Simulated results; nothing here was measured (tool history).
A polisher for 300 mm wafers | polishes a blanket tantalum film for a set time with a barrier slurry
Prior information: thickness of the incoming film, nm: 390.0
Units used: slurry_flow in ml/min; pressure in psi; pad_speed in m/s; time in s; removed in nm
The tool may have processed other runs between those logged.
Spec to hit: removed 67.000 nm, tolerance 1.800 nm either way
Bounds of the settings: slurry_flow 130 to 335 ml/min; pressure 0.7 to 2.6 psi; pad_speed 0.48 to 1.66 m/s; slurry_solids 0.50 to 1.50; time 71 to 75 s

Run 1, hour 0.0: slurry_flow 215 ml/min, pressure 1.6 psi, pad_speed 1.06 m/s, slurry_solids 1.00, time 71 s. Result: removed 109.670 nm.
Run 2, hour 3.3: slurry_flow 215 ml/min, pressure 1.5 psi, pad_speed 1.06 m/s, slurry_solids 1.00, time 71 s. Result: removed 102.110 nm.
Run 3, hour 4.5: slurry_flow 215 ml/min, pressure 1.4 psi, pad_speed 1.06 m/s, slurry_solids 1.00, time 71 s. Result: removed 96.592 nm.
Run 4, hour 11.3: slurry_flow 215 ml/min, pressure 1.4 psi, pad_speed 1.32 m/s, slurry_solids 1.00, time 71 s. Result: removed 111.000 nm.
Run 5, hour 12.6: slurry_flow 215 ml/min, pressure 1.4 psi, pad_speed 1.32 m/s, slurry_solids 1.15, time 71 s. Result: removed 116.260 nm.
Run 6, hour 20.6: slurry_flow 215 ml/min, pressure 1.4 psi, pad_speed 1.06 m/s, slurry_solids 1.15, time 71 s. Result: removed 99.985 nm.
Run 7, hour 27.9: slurry_flow 215 ml/min, pressure 1.3 psi, pad_speed 1.06 m/s, slurry_solids 1.15, time 71 s. Result: removed 96.192 nm.
Run 8, hour 34.7: slurry_flow 215 ml/min, pressure 1.2 psi, pad_speed 1.06 m/s, slurry_solids 1.15, time 71 s. Result: removed 89.561 nm.
Run 9, hour 37.2: slurry_flow 195 ml/min, pressure 0.7 psi, pad_speed 1.06 m/s, slurry_solids 1.15, time 71 s. Result: removed 59.590 nm.
Run 10, hour 42.8: slurry_flow 205 ml/min, pressure 0.7 psi, pad_speed 1.06 m/s, slurry_solids 1.15, time 71 s. Result: removed 60.283 nm.
Run 11, hour 44.6: slurry_flow 215 ml/min, pressure 0.7 psi, pad_speed 1.06 m/s, slurry_solids 1.15, time 71 s. Result: removed 60.855 nm.
Run 12, hour 48.3: slurry_flow 220 ml/min, pressure 0.7 psi, pad_speed 1.06 m/s, slurry_solids 1.15, time 71 s. Result: removed 60.597 nm.

Of the 5 settings listed for the next run, only one would bring every result within its allowed miss of target. Which one?
Run A, hour 52.0: slurry_flow 150 ml/min, pressure 1.2 psi, pad_speed 0.76 m/s, slurry_solids 1.05, time 75 s. Result: removed ?.
Run B, hour 52.0: slurry_flow 225 ml/min, pressure 0.8 psi, pad_speed 1.12 m/s, slurry_solids 1.15, time 73 s. Result: removed ?.
Run C, hour 52.0: slurry_flow 190 ml/min, pressure 0.7 psi, pad_speed 0.90 m/s, slurry_solids 1.05, time 72 s. Result: removed ?.
Run D, hour 52.0: slurry_flow 260 ml/min, pressure 0.8 psi, pad_speed 1.18 m/s, slurry_solids 1.00, time 73 s. Result: removed ?.
Run E, hour 52.0: slurry_flow 200 ml/min, pressure 0.7 psi, pad_speed 1.26 m/s, slurry_solids 0.95, time 75 s. Result: removed ?.

move  removed
   A   71.703
   B   70.732
   C   53.138
   D   71.121
   E   66.008
A: carries the result that was furthest off beyond its target, to the other side
B: carries the result that was furthest off beyond its target, to the other side
C: its largest miss is bigger than the last run's
D: carries the result that was furthest off beyond its target, to the other side
E: every result within its allowed miss
Go with E: it meets all targets.
